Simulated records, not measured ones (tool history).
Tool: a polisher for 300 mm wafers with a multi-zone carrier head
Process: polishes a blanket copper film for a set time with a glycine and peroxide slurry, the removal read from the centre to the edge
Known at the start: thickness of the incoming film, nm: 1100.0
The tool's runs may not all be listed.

| run | hour | flow of slurry (ml/min) | pressure of the head's centre zone | pressure of the head's middle zone | pressure of the head's edge zone | polishing time (s) | film removed at the wafer's centre (angstrom) | film removed at mid-radius (angstrom) | film removed at the wafer's edge (angstrom) |
|---|---|---|---|---|---|---|---|---|---|
| 1 | 0 | 305 | 1 | 1 | 1 | 51 | 2281.4 | 2034.1 | 2102.3 |
| 2 | 1 | 305 | 1 | 1 | 1 | 61 | 2736 | 2412.3 | 2436 |
| 3 | 9.9 | 300 | 0.95 | 1.01 | 1 | 61 | 2587.9 | 2524.6 | 2426.9 |
| 4 | 12.5 | 300 | 0.95 | 1.01 | 1 | 66 | 2743.4 | 2672.8 | 2627.1 |
| 5 | 14.1 | 300 | 0.95 | 1.01 | 1 | 58 | 2393.7 | 2330.6 | 2331.4 |
| 6 | 23 | 300 | 0.95 | 1.07 | 1 | 58 | 2429.3 | 2505.8 | 2337.9 |

What does the tool deliver on the next run?
| 7 | 26.6 | 295 | 0.93 | 1.06 | 1.01 | 58 | ? | ? | ? |

Run 7 produced film removed at the wafer's centre (angstrom) 2398.1, film removed at mid-radius (angstrom) 2436.1, film removed at the wafer's edge (angstrom) 2340.5.
